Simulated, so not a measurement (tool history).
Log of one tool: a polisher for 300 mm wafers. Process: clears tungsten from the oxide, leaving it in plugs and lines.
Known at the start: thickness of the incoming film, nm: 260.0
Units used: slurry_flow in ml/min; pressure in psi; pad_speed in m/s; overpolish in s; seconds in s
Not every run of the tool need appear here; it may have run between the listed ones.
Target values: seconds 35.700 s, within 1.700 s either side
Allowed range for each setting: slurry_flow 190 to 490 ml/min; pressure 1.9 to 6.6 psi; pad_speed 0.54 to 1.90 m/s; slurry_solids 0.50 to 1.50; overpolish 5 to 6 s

| run | day | slurry_flow | pressure | pad_speed | slurry_solids | overpolish | seconds |
|---|---|---|---|---|---|---|---|
| 1 | 0.000 | 315 | 4.2 | 1.22 | 1.00 | 6 | 44.454 |
| 2 | 0.058 | 315 | 4.2 | 1.36 | 1.00 | 6 | 40.785 |
| 3 | 0.129 | 315 | 4.2 | 1.06 | 1.00 | 6 | 51.311 |
| 4 | 0.200 | 240 | 4.2 | 1.06 | 1.00 | 6 | 52.376 |
| 5 | 0.496 | 240 | 3.6 | 1.06 | 1.00 | 6 | 58.899 |
| 6 | 0.696 | 240 | 3.9 | 1.06 | 1.00 | 6 | 55.690 |
| 7 | 0.917 | 240 | 4.1 | 1.06 | 1.00 | 6 | 53.857 |
| 8 | 0.942 | 240 | 4.3 | 1.06 | 1.00 | 6 | 52.287 |
| 9 | 1.212 | 240 | 4.5 | 1.06 | 1.00 | 6 | 48.725 |
| 10 | 1.317 | 240 | 4.7 | 1.06 | 1.00 | 6 | 48.617 |
| 11 | 1.604 | 240 | 5.9 | 1.12 | 1.00 | 6 | 37.507 |

Pick the move, out of 5, that brings all results within their allowed miss; only one does.
| A | 1.892 | 190 | 5.5 | 1.18 | 1.00 | 6 | ? |
| B | 1.892 | 295 | 6.5 | 1.04 | 1.30 | 6 | ? |
| C | 1.892 | 220 | 6.3 | 0.96 | 1.15 | 5 | ? |
| D | 1.892 | 195 | 6.6 | 0.98 | 1.15 | 6 | ? |
| E | 1.892 | 245 | 6.1 | 1.02 | 1.15 | 6 | ? |

| move | seconds |
|---|---|
| A | 39.216 |
| B | 35.285 |
| C | 40.889 |
| D | 39.098 |
| E | 39.299 |
A: further off than the last run
B: in spec on every target
C: further off than the last run
D: further off than the last run
E: further off than the last run
Go with B: it meets all targets.

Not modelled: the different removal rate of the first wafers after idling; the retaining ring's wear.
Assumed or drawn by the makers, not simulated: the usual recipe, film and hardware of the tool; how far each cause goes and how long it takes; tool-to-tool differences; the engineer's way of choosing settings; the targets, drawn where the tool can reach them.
